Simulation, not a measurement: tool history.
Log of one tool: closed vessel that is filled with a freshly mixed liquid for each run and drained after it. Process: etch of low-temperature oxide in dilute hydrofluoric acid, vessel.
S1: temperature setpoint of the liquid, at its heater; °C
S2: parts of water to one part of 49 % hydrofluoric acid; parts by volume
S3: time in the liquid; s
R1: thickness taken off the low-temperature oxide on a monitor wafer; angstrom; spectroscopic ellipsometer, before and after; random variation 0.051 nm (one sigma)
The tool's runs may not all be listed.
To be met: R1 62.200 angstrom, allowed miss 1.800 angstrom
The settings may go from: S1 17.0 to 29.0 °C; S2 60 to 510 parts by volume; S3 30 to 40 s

run,hour,S1,S2,S3,R1
1,0.0,21.0,285,40,21.505
2,7.8,21.0,285,40,21.265
3,15.3,22.0,265,40,24.290
4,20.6,22.5,245,40,27.205
5,27.9,23.0,230,40,30.254
6,30.0,23.0,230,40,30.106
7,31.6,23.0,230,40,30.079
8,40.1,27.0,120,40,75.383
9,46.4,23.5,120,40,66.109

5 next moves are on the table. One of them brings every result within its allowed miss. Which?
A,52.7,21.5,105,40,?
B,52.7,18.0,105,40,?
C,52.7,22.5,85,30,?
D,52.7,24.5,120,40,?
E,52.7,20.5,100,40,?

move,R1
A,70.422
B,61.000
C,69.562
D,68.183
E,71.404
A: further off than the last run
B: meets every target
C: further off than the last run
D: further off than the last run
E: further off than the last run
The right move is B.
